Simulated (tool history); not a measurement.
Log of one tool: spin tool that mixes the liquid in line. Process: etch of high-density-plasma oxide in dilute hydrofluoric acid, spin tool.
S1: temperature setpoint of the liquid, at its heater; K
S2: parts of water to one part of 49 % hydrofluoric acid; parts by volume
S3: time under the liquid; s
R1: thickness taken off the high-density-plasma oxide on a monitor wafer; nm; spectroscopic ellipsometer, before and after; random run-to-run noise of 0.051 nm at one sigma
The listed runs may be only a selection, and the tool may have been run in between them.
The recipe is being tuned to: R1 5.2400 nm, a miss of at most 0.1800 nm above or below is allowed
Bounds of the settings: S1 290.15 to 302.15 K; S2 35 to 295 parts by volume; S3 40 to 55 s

run,hour,S1,S2,S3,R1
1,0.0,294.15,165,55,2.2082
2,1.7,295.15,150,55,2.5247
3,5.9,297.65,150,55,2.7800
4,8.4,298.15,140,55,3.0541
5,12.4,301.65,140,55,3.5223
6,17.5,301.65,140,55,3.5605
7,21.9,301.65,130,55,3.8331
8,24.6,301.65,125,55,4.0516
9,28.8,302.15,85,55,6.2939
10,30.7,298.15,85,55,5.5037

Which single option among these 4 for the next run brings every result within its allowed miss of target? Just one does.
A,32.6,295.65,75,55,?
B,32.6,298.65,80,55,?
C,32.6,299.15,85,55,?
D,32.6,297.15,85,55,?

move,R1
A,5.6698
B,5.9602
C,5.6840
D,5.2501
A: the biggest miss grows against the last run
B: the biggest miss grows against the last run
C: the biggest miss grows against the last run
D: every result within its allowed miss
The move that meets every target is D.
